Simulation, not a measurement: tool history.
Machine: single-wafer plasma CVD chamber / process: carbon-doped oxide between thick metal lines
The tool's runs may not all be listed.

| run | hour | heater temperature setpoint (deg C) | chamber pressure (mTorr) | RF power (kW) | deposition time (s) | mean film thickness on the monitor wafer (Å) |
|---|---|---|---|---|---|---|
| 1 | 0.0 | 365 | 4830 | 0.615 | 284 | 17556 |
| 2 | 5.5 | 365 | 4830 | 0.615 | 292 | 17801 |
| 3 | 14.1 | 365 | 5490 | 0.615 | 292 | 18347 |
| 4 | 20.1 | 365 | 5130 | 0.615 | 292 | 18182 |
| 5 | 29.1 | 364 | 5390 | 0.630 | 292 | 18676 |
| 6 | 33.0 | 363 | 5600 | 0.640 | 292 | 18768 |

Expected results for the next run?
| 7 | 37.3 | 363 | 5690 | 0.660 | 292 | ? |

{"run 7": {"mean film thickness on the monitor wafer (Å)": 19467}}

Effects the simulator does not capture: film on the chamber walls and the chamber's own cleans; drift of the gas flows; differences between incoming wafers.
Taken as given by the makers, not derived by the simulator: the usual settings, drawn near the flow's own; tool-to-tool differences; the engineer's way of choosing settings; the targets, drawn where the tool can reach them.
